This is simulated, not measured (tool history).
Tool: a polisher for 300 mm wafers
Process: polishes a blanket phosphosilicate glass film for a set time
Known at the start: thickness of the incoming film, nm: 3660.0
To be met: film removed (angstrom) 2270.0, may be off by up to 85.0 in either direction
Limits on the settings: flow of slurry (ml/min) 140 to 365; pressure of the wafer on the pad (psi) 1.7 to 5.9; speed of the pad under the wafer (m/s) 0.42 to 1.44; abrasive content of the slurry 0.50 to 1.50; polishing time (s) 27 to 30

| run | day | flow of slurry (ml/min) | pressure of the wafer on the pad (psi) | speed of the pad under the wafer (m/s) | abrasive content of the slurry | polishing time (s) | film removed (angstrom) |
|---|---|---|---|---|---|---|---|
| 1 | 0.000 | 235 | 3.8 | 0.92 | 1.00 | 30 | 3266.5 |
| 2 | 0.200 | 235 | 3.8 | 0.92 | 1.00 | 27 | 2895.7 |
| 3 | 0.246 | 235 | 3.8 | 0.92 | 0.85 | 27 | 2725.0 |
| 4 | 0.571 | 235 | 3.6 | 0.92 | 0.85 | 27 | 2620.9 |
| 5 | 0.700 | 235 | 4.5 | 0.92 | 0.85 | 27 | 3202.2 |
| 6 | 0.775 | 235 | 4.5 | 0.92 | 0.85 | 27 | 3176.8 |
| 7 | 1.096 | 235 | 3.5 | 0.90 | 0.85 | 27 | 2554.6 |
| 8 | 1.192 | 235 | 2.9 | 0.88 | 0.85 | 27 | 2077.0 |
| 9 | 1.400 | 235 | 2.9 | 0.88 | 0.85 | 27 | 2056.9 |

Which single option among these 5 for the next run brings every result within its allowed miss of target? Just one does.
| A | 1.608 | 330 | 4.0 | 0.82 | 0.70 | 27 | ? |
| B | 1.608 | 230 | 2.7 | 0.98 | 0.75 | 28 | ? |
| C | 1.608 | 245 | 2.9 | 1.00 | 0.75 | 30 | ? |
| D | 1.608 | 185 | 4.1 | 0.74 | 0.70 | 28 | ? |
| E | 1.608 | 210 | 3.2 | 0.86 | 0.65 | 27 | ? |

| move | film removed (angstrom) |
|---|---|
| A | 2468.7 |
| B | 2069.5 |
| C | 2416.1 |
| D | 2250.3 |
| E | 1935.9 |
A: carries the result that was furthest off beyond its target, to the other side
B: closer than the last run, but not yet in spec
C: carries the result that was furthest off beyond its target, to the other side
D: hits every target within its allowed miss
E: moves away from the targets compared with the last run
The move that meets every target is D.
